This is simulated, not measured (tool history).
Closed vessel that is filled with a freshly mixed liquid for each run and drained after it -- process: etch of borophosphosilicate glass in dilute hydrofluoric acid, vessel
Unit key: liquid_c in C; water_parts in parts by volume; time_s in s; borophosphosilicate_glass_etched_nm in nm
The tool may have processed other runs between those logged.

run,day,liquid_c,water_parts,time_s,borophosphosilicate_glass_etched_nm
1,0,21,125,105,42.01
2,0.083,18,125,105,37.043
3,0.396,17,125,105,35.384
4,0.517,17,140,105,31.236
5,0.675,17,140,105,31.611
6,0.967,17,155,105,28.209
7,1.208,17,165,105,26.094
8,1.562,17,170,105,25.348

Forecast run 9:
9,1.917,17,175,105,?

borophosphosilicate_glass_etched_nm: 24.357 nm
